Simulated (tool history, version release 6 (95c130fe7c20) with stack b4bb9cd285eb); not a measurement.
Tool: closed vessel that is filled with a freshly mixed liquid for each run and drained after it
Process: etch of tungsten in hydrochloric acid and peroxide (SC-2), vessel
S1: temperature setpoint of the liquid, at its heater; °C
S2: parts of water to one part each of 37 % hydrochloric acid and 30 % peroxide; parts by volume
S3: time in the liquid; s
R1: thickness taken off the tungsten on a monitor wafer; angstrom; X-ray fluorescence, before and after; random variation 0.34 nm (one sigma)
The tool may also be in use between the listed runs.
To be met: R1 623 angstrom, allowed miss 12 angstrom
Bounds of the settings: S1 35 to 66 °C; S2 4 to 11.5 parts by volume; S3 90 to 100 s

run  hour    S1   S2  S3      R1
  1     0    50  6.5  90  382.66
  2   3.5    45  6.5  90  272.92
  3   4.3    42  6.5  90  220.71
  4   7.2  46.5  6.5  90  305.12
  5  12.3  49.5  6.5  90   370.4
  6  19.8  51.5  6.5  90  425.03
  7  22.4    53  6.5  90  472.29
  8  24.3    54  6.5  90  507.21
  9  29.5    55  6.5  90   536.8
 10  30.6  55.5  6.5  90  551.77
 11  35.1    56  6.5  90  571.71
 12  43.9  56.5  6.5  90   586.2

Which of these 4 next moves meets every target?
  A  52.7  54.5    6   90   ?
  B  52.7  56.5  6.5  100   ?
  C  52.7  56.5    7  100   ?
  D  52.7  56.5    6   95   ?

move      R1
   A  554.18
   B  659.28
   C  622.65
   D  665.46
A: further off than the last run
B: takes the result that was furthest off past its target
C: meets every target
D: takes the result that was furthest off past its target
Move C is the one to make.
